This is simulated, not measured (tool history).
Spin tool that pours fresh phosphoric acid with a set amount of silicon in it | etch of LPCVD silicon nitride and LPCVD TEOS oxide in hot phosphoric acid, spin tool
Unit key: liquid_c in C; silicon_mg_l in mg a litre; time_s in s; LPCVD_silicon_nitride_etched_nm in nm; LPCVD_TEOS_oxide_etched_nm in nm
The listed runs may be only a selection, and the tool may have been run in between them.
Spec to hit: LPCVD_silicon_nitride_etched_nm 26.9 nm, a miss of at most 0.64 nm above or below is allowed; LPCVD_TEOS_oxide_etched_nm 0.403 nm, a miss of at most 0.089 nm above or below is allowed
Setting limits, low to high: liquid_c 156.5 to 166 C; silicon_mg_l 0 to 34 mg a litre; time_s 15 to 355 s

run	hour	liquid_c	silicon_mg_l	time_s	LPCVD_silicon_nitride_etched_nm	LPCVD_TEOS_oxide_etched_nm
1	0	161	15	180	17.839	0.48576
2	2.9	159.5	15	180	16.868	0.49835
3	5.8	161.5	21	195	19.657	0.4919
4	11.3	161.5	24	195	19.829	0.41158
5	14.4	162.5	27	205	21.391	0.39731
6	22.9	163.5	28.5	215	23.261	0.46183
7	27.5	161.5	34	255	25.716	0.37428
8	35.7	162	34	255	26.14	0.35752
9	40.2	162	33.5	255	26.169	0.38224

Of the 4 settings listed for the next run, only one would bring every result within its allowed miss of target. Which one?
A	44.7	159	31.5	290	?	?
B	44.7	161.5	32.5	250	?	?
C	44.7	162	21.5	255	?	?
D	44.7	164	25	260	?	?

move	LPCVD_silicon_nitride_etched_nm	LPCVD_TEOS_oxide_etched_nm
A	27.038	0.44196
B	25.348	0.43894
C	26.289	0.69155
D	28.641	0.73082
A: every result lands within tolerance
B: moves away from the targets compared with the last run
C: the worst result of the last run now meets its target, but another is out of spec
D: takes the biggest miss from the last run beyond its target
Move A is the one to make.
